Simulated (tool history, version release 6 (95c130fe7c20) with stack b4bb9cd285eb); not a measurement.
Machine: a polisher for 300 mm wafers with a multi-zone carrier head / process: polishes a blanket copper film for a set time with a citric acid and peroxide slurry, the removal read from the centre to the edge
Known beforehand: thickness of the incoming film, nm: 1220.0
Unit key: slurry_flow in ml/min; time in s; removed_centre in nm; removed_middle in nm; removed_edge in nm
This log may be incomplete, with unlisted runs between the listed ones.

run,hour,slurry_flow,centre_zone,middle_zone,edge_zone,slurry_solids,time,removed_centre,removed_middle,removed_edge
1,0,260,1,1,1,1,48,114.06,111.03,112.25
2,4.2,260,1,0.94,1,1,48,114.55,105.65,113.19
3,12,260,1,0.94,1,1.15,48,118.07,108.22,116.1
4,17.9,260,1.01,0.95,0.98,1.1,47,114.1,105.31,111.1
5,19.4,260,1.01,0.95,1.06,1.1,47,116.68,105.42,115.11
6,22.6,260,1.01,0.95,1.06,0.95,47,108.82,104.1,114.89
7,30.9,260,1.02,0.96,1.04,0.95,46,109.29,102.6,106.96
8,32,260,1.02,0.96,1.04,0.95,46,109.02,99.72,109.43
9,38.2,260,1.03,0.97,1.02,0.9,45,107.38,98.97,102.03
10,40.7,245,0.98,0.88,0.92,0.65,43,88.371,80.501,89
11,46.4,245,0.99,0.89,0.91,0.65,43,89.682,82.151,86.196

Predict the results of run 12:
12,51.3,245,0.99,0.89,0.9,0.65,43,?,?,?

removed_centre: 91.004 nm
removed_middle: 81.893 nm
removed_edge: 87.027 nm
